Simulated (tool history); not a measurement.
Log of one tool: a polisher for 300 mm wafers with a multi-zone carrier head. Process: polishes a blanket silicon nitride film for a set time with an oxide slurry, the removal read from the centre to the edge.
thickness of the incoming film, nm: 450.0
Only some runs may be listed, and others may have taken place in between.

run,hour,flow of slurry (ml/min),pressure of the head's centre zone,pressure of the head's middle zone,pressure of the head's edge zone,abrasive content of the slurry,polishing time (s),film removed at the wafer's centre (nm),film removed at mid-radius (nm),film removed at the wafer's edge (nm)
1,0,165,1,1,1,1,61,39.227,38.565,36.643
2,2.7,165,1,1,1,0.9,61,37.014,36.57,35.509
3,10.3,125,1,1,1,0.9,61,34.262,35.29,34.979
4,10.8,125,0.96,1,1,0.9,61,34.07,35.132,35.093
# hour 15.7: worn pad replaced by a new one
5,15.7,125,0.96,1,1,0.9,69,42.753,43.937,44.51
6,19.9,125,0.96,1,1,0.75,69,38.383,40.91,41.852
7,25.1,130,1,0.97,0.98,0.7,68,39.847,38.256,38.542
8,27.7,125,1.01,0.95,0.98,0.65,67,36.54,35.115,36.121
9,30,125,1.02,0.93,0.97,0.6,67,36.603,33.602,36.218
10,38.7,125,1.03,0.92,0.96,0.6,66,36.806,32.982,34.816
11,46.7,125,1.04,0.91,0.96,0.6,66,36.687,32.553,35.155
12,54.2,125,1.05,0.9,0.95,0.6,65,37.291,31.657,34.198
13,60,125,1.05,0.9,0.95,0.6,64,35.417,31.077,33.732
14,65.1,125,1.06,0.9,0.94,0.6,64,37.19,31.316,34.014
15,72.3,135,1.06,0.9,0.94,0.6,63,36.056,31.241,33.653

Run 16 has not been measured yet. What should we expect?
16,74.3,130,1.07,0.9,0.94,0.6,63,?,?,?

{"run 16": {"film removed at the wafer's centre (nm)": 35.875, "film removed at mid-radius (nm)": 31.255, "film removed at the wafer's edge (nm)": 32.697}}
